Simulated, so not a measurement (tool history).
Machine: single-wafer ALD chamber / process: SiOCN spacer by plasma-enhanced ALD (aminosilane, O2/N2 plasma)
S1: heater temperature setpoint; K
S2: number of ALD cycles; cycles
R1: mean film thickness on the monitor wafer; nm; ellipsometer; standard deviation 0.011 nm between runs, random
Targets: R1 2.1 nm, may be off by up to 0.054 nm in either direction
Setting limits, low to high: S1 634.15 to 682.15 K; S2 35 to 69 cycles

Run 1, hour 0: S1 658.15 K, S2 52 cycles. Result: R1 2.9052 nm.
Run 2, hour 0.9: S1 654.15 K, S2 52 cycles. Result: R1 2.8414 nm.
Run 3, hour 5.4: S1 652.15 K, S2 48 cycles. Result: R1 2.6417 nm.
Run 4, hour 7.1: S1 652.15 K, S2 51 cycles. Result: R1 2.8209 nm.
Run 5, hour 14.7: S1 652.15 K, S2 44 cycles. Result: R1 2.4457 nm.
Run 6, hour 21.9: S1 661.15 K, S2 44 cycles. Result: R1 2.4457 nm.
Run 7, hour 23.7: S1 661.15 K, S2 42 cycles. Result: R1 2.3126 nm.
Run 8, hour 28.7: S1 661.15 K, S2 41 cycles. Result: R1 2.273 nm.
Run 9, hour 31.3: S1 661.15 K, S2 40 cycles. Result: R1 2.1965 nm.
Run 10, hour 32.2: S1 661.15 K, S2 39 cycles. Result: R1 2.1719 nm.

Which single option among these 4 for the next run brings every result within its allowed miss of target? Just one does.
Run A, hour 33.1: S1 661.15 K, S2 36 cycles. Result: R1 ?.
Run B, hour 33.1: S1 668.15 K, S2 36 cycles. Result: R1 ?.
Run C, hour 33.1: S1 662.15 K, S2 42 cycles. Result: R1 ?.
Run D, hour 33.1: S1 660.15 K, S2 38 cycles. Result: R1 ?.

move      R1
   A   2.006
   B   2.006
   C  2.3404
   D  2.1175
A: takes the result that was furthest off past its target
B: takes the result that was furthest off past its target
C: the biggest miss grows against the last run
D: all results land within tolerance of their targets
The right move is D.
